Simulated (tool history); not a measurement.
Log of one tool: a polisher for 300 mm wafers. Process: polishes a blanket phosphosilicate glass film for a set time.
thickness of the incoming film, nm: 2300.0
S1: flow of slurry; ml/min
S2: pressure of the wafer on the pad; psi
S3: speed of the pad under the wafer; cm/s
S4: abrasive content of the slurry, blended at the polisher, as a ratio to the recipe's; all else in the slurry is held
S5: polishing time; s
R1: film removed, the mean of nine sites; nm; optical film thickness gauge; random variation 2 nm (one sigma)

Run 1, hour 0.0: S1 205 ml/min, S2 3.5 psi, S3 120 cm/s, S4 1.0, S5 38 s. Result: R1 264.98 nm.
Run 2, hour 2.4: S1 205 ml/min, S2 3.9 psi, S3 120 cm/s, S4 1.0, S5 38 s. Result: R1 283.47 nm.
Run 3, hour 9.3: S1 200 ml/min, S2 3.5 psi, S3 120 cm/s, S4 1.0, S5 38 s. Result: R1 271.43 nm.
Run 4, hour 17.5: S1 200 ml/min, S2 3.5 psi, S3 120 cm/s, S4 0.9, S5 38 s. Result: R1 256.13 nm.
At hour 19.4: conditioning disc replaced and pad reconditioned.
Run 5, hour 19.4: S1 200 ml/min, S2 3.3 psi, S3 120 cm/s, S4 0.9, S5 38 s. Result: R1 338.49 nm.
Run 6, hour 20.4: S1 200 ml/min, S2 3.9 psi, S3 118 cm/s, S4 0.9, S5 38 s. Result: R1 373.41 nm.
Run 7, hour 29.0: S1 225 ml/min, S2 3.6 psi, S3 118 cm/s, S4 0.9, S5 38 s. Result: R1 362.13 nm.
Run 8, hour 33.1: S1 195 ml/min, S2 3.6 psi, S3 118 cm/s, S4 0.9, S5 38 s. Result: R1 352.05 nm.
Run 9, hour 38.9: S1 220 ml/min, S2 3.1 psi, S3 120 cm/s, S4 0.9, S5 38 s. Result: R1 322.05 nm.

The next listed run, before its measurement:
Run 10, hour 40.8: S1 190 ml/min, S2 2.9 psi, S3 120 cm/s, S4 0.9, S5 38 s. Result: R1 ?.

R1: 301.44 nm
